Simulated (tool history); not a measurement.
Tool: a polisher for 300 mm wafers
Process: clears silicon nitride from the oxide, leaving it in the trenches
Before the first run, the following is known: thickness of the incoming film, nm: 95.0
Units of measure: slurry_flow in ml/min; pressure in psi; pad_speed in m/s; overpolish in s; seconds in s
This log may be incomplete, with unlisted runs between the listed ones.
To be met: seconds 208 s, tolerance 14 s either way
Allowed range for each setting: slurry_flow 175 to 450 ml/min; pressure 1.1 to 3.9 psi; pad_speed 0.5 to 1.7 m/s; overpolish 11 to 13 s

run 1 hour=0 | slurry_flow=290 pressure=2.5 pad_speed=1.1 overpolish=13 | seconds=118.79
run 2 hour=3.5 | slurry_flow=290 pressure=2.5 pad_speed=1 overpolish=13 | seconds=130.55
run 3 hour=10.8 | slurry_flow=290 pressure=2.5 pad_speed=1.2 overpolish=13 | seconds=110.49
run 4 hour=15.5 | slurry_flow=290 pressure=2.1 pad_speed=1.16 overpolish=13 | seconds=134.11
run 5 hour=16.2 | slurry_flow=290 pressure=1.8 pad_speed=1.14 overpolish=13 | seconds=161.84
run 6 hour=19.7 | slurry_flow=290 pressure=1.8 pad_speed=1.14 overpolish=13 | seconds=167.04
run 7 hour=24.6 | slurry_flow=290 pressure=1.7 pad_speed=1.14 overpolish=13 | seconds=169.14
run 8 hour=30.2 | slurry_flow=290 pressure=1.6 pad_speed=1.14 overpolish=13 | seconds=180.72

Exercise: of the 4 proposed moves below, exactly one satisfies all targets within the stated allowed misses. Which move is it?
run A hour=35.8 | slurry_flow=230 pressure=1.9 pad_speed=1.26 overpolish=13 | seconds=?
run B hour=35.8 | slurry_flow=350 pressure=1.9 pad_speed=1.06 overpolish=11 | seconds=?
run C hour=35.8 | slurry_flow=210 pressure=1.6 pad_speed=0.84 overpolish=13 | seconds=?
run D hour=35.8 | slurry_flow=300 pressure=1.3 pad_speed=1.18 overpolish=11 | seconds=?

move=A seconds=136.95
move=B seconds=154.72
move=C seconds=240.95
move=D seconds=203.17
A: the biggest miss grows against the last run
B: the biggest miss grows against the last run
C: pushes the last run's worst result past its target
D: every result lands within tolerance
The right move is D.

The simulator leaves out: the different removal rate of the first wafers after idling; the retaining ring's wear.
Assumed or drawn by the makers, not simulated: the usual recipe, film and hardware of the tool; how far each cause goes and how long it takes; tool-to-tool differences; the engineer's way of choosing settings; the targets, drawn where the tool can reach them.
